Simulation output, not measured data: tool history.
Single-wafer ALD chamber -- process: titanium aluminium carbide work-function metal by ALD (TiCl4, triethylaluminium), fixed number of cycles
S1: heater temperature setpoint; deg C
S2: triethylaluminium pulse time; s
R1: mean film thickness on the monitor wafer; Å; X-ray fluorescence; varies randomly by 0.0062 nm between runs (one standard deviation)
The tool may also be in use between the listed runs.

run 1 hour=0.0 | S1=305 S2=15.57 | R1=21.162
run 2 hour=2.4 | S1=301 S2=15.57 | R1=20.729
run 3 hour=3.7 | S1=295 S2=15.57 | R1=20.119
run 4 hour=8.0 | S1=295 S2=11.41 | R1=19.851
run 5 hour=9.4 | S1=289 S2=11.41 | R1=19.420
run 6 hour=18.3 | S1=298 S2=12.42 | R1=20.296
run 7 hour=26.5 | S1=304 S2=12.89 | R1=20.861
run 8 hour=27.8 | S1=309 S2=13.37 | R1=21.363
run 9 hour=31.0 | S1=312 S2=13.75 | R1=21.717
run 10 hour=36.5 | S1=315 S2=14.01 | R1=22.056

Run 11, settings as shown, results not yet in. Your forecast:
run 11 hour=42.8 | S1=317 S2=14.18 | R1=?

R1: 22.217 Å
